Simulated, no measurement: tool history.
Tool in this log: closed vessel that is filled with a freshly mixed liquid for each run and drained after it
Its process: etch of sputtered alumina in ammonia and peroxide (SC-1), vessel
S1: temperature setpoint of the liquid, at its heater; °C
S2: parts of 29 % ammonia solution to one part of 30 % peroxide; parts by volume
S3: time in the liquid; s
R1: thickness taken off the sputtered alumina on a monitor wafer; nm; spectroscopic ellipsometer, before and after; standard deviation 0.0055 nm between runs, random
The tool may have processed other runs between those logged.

{"run": 1, "hour": 0.0, "S1": 56.0, "S2": 0.45, "S3": 35, "R1": 2.7362}
{"run": 2, "hour": 1.6, "S1": 56.0, "S2": 0.35, "S3": 35, "R1": 2.6951}
{"run": 3, "hour": 9.2, "S1": 54.0, "S2": 0.35, "S3": 35, "R1": 2.4136}
{"run": 4, "hour": 16.9, "S1": 52.5, "S2": 0.35, "S3": 35, "R1": 2.2205}
{"run": 5, "hour": 20.7, "S1": 51.5, "S2": 0.35, "S3": 35, "R1": 2.1266}
{"run": 6, "hour": 25.6, "S1": 51.5, "S2": 0.35, "S3": 35, "R1": 2.1199}

Predict the results of run 7:
{"run": 7, "hour": 29.5, "S1": 44.5, "S2": 0.35, "S3": 35, "R1": "?"}

Logged for run 7: R1 1.4367 nm.
